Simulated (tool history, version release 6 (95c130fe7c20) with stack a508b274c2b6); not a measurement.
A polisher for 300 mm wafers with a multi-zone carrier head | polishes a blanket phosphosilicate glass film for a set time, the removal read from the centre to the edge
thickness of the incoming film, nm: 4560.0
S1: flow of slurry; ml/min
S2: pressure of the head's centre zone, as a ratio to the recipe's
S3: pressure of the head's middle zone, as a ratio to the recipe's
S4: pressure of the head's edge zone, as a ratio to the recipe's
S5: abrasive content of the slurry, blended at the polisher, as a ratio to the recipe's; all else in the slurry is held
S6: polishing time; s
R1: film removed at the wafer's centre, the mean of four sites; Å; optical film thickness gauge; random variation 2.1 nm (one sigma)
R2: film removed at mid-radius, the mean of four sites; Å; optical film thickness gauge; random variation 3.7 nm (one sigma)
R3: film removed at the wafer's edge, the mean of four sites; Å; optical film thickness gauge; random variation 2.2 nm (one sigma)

run 1 hour=0.0 | S1=125 S2=1.00 S3=1.00 S4=1.00 S5=1.00 S6=34 | R1=2074.1 R2=1990.7 R3=2019.1
run 2 hour=7.4 | S1=135 S2=1.00 S3=1.03 S4=1.03 S5=1.00 S6=34 | R1=2108.5 R2=2056.5 R3=2075.4
run 3 hour=11.1 | S1=135 S2=1.00 S3=1.03 S4=0.95 S5=1.00 S6=34 | R1=2117.5 R2=2063.3 R3=2054.4
run 4 hour=13.5 | S1=135 S2=1.00 S3=1.03 S4=0.95 S5=1.00 S6=37 | R1=2276.6 R2=2213.3 R3=2223.6
run 5 hour=19.3 | S1=135 S2=1.00 S3=1.03 S4=0.95 S5=1.20 S6=37 | R1=2477.3 R2=2329.5 R3=2367.1
run 6 hour=26.5 | S1=135 S2=1.00 S3=1.03 S4=0.95 S5=1.20 S6=34 | R1=2239.1 R2=2207.3 R3=2193.9
run 7 hour=29.8 | S1=145 S2=0.99 S3=1.05 S4=0.96 S5=1.20 S6=34 | R1=2267.5 R2=2239.7 R3=2185.4
run 8 hour=31.6 | S1=145 S2=0.98 S3=1.06 S4=0.97 S5=1.25 S6=34 | R1=2298.1 R2=2313.2 R3=2234.3

Forecast run 9:
run 9 hour=34.1 | S1=145 S2=0.97 S3=1.06 S4=0.98 S5=1.30 S6=34 | R1=? R2=? R3=?

R1: 2278.0 Å
R2: 2344.6 Å
R3: 2335.2 Å
